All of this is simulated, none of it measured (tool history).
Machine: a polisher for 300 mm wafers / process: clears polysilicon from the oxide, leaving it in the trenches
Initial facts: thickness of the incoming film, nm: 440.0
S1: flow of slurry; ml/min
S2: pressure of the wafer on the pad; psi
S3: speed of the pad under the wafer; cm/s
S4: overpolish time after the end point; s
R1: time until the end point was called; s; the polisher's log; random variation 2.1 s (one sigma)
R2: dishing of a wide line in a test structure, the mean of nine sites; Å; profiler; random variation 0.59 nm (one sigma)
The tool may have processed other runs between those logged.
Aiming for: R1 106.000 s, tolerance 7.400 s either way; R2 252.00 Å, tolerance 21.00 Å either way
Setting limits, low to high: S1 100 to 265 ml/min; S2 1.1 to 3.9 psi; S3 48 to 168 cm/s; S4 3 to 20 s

run  hour   S1   S2   S3  S4      R1      R2
  1   0.0  170  2.5  108  10  40.049  309.93
  2   7.2  170  3.0  108  10  33.817  320.13
  3  14.1  165  2.6   98  10  41.053  296.12
  4  20.0  165  2.6   98   6  42.982  261.31
  5  28.5  130  2.6   98   6  44.193  257.14
  6  36.4  170  2.6   98   6  40.132  258.17
  7  37.7  160  2.3   90   7  53.977  250.89
  8  43.6  160  2.1   88   8  57.356  269.10
  9  51.3  160  1.9   84   8  67.501  245.91
 10  57.9  160  1.7   82   9  74.408  248.31
 11  62.6  160  1.6   80  10  84.127  246.64
 12  63.3  160  1.5   80  11  86.519  246.64
 13  66.4  160  1.4   80  12  93.363  254.85

Which of these 4 next moves meets every target?
  A  69.5  155  1.8  82  10   ?   ?
  B  69.5  180  1.5  92  12   ?   ?
  C  69.5  185  1.3  74  15   ?   ?
  D  69.5  235  1.7  72  11   ?   ?

move       R1      R2
   A   71.631  257.92
   B   74.627  271.37
   C  104.200  260.97
   D   80.188  256.15
A: the biggest miss grows against the last run
B: the biggest miss grows against the last run
C: all results land within tolerance of their targets
D: the biggest miss grows against the last run
So the answer is move C, the one that meets all the targets.
